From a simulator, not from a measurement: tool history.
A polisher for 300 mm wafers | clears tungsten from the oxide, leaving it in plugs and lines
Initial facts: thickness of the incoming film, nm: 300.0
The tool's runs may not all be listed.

run	hour	flow of slurry (ml/min)	pressure of the wafer on the pad (kPa)	speed of the pad under the wafer (cm/s)	abrasive content of the slurry	overpolish time after the end point (s)	time until the end point was called (s)
1	0.0	240	15.9	138	1.00	6	75.120
2	8.3	215	15.9	138	1.00	6	74.346
3	15.4	215	14.5	136	1.00	6	84.383
4	24.1	215	14.5	136	1.00	5	84.088
5	24.7	215	14.5	136	0.85	5	85.363
6	28.4	215	13.1	136	0.85	5	94.313
7	34.0	215	12.4	136	0.85	5	98.144
8	40.3	215	11.7	136	0.85	5	106.760
9	47.3	215	11.0	136	0.85	5	110.840
10	53.3	215	10.3	136	0.85	5	116.580
11	54.5	210	7.6	136	0.85	5	157.240
12	58.8	280	9.0	136	0.85	5	131.570
13	67.5	280	8.3	136	0.85	5	143.590

Estimate the outcome of run 14 from the log above:
14	72.9	285	9.0	136	0.85	5	?

{"run 14": {"time until the end point was called (s)": 133.51}}
